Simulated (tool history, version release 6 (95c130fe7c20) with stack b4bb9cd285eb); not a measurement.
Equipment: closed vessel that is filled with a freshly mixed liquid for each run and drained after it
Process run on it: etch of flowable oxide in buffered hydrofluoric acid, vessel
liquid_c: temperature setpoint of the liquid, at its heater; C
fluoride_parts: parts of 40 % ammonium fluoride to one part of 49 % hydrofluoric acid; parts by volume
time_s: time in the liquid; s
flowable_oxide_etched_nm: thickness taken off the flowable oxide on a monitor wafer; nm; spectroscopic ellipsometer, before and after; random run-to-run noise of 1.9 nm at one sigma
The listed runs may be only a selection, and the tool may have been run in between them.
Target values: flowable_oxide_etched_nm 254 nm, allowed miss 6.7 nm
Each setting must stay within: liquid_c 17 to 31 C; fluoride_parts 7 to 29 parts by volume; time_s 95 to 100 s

{"run": 1, "day": 0.0, "liquid_c": 23, "fluoride_parts": 18, "time_s": 95, "flowable_oxide_etched_nm": 160.66}
{"run": 2, "day": 0.296, "liquid_c": 23, "fluoride_parts": 23, "time_s": 95, "flowable_oxide_etched_nm": 130.66}
{"run": 3, "day": 0.367, "liquid_c": 25, "fluoride_parts": 23, "time_s": 95, "flowable_oxide_etched_nm": 146.86}
{"run": 4, "day": 0.4, "liquid_c": 27, "fluoride_parts": 23, "time_s": 95, "flowable_oxide_etched_nm": 160.08}
{"run": 5, "day": 0.721, "liquid_c": 29, "fluoride_parts": 23, "time_s": 95, "flowable_oxide_etched_nm": 182.22}
{"run": 6, "day": 0.858, "liquid_c": 29, "fluoride_parts": 27.5, "time_s": 95, "flowable_oxide_etched_nm": 159.3}
{"run": 7, "day": 0.954, "liquid_c": 31, "fluoride_parts": 22, "time_s": 95, "flowable_oxide_etched_nm": 207.68}
{"run": 8, "day": 1.183, "liquid_c": 31, "fluoride_parts": 20, "time_s": 95, "flowable_oxide_etched_nm": 222.48}
{"run": 9, "day": 1.283, "liquid_c": 31, "fluoride_parts": 19, "time_s": 95, "flowable_oxide_etched_nm": 232.4}

Of the 4 settings listed for the next run, only one would bring every result within its allowed miss of target. Which one?
{"run": "A", "day": 1.383, "liquid_c": 31, "fluoride_parts": 19.5, "time_s": 95, "flowable_oxide_etched_nm": "?"}
{"run": "B", "day": 1.383, "liquid_c": 31, "fluoride_parts": 18.5, "time_s": 95, "flowable_oxide_etched_nm": "?"}
{"run": "C", "day": 1.383, "liquid_c": 31, "fluoride_parts": 17.5, "time_s": 95, "flowable_oxide_etched_nm": "?"}
{"run": "D", "day": 1.383, "liquid_c": 27.5, "fluoride_parts": 18, "time_s": 95, "flowable_oxide_etched_nm": "?"}

move=A flowable_oxide_etched_nm=224.83
move=B flowable_oxide_etched_nm=236.75
move=C flowable_oxide_etched_nm=250.03
move=D flowable_oxide_etched_nm=202.08
A: its largest miss is bigger than the last run's
B: nearer than the last run, and not there yet
C: all results land within tolerance of their targets
D: its largest miss is bigger than the last run's
The right move is C.
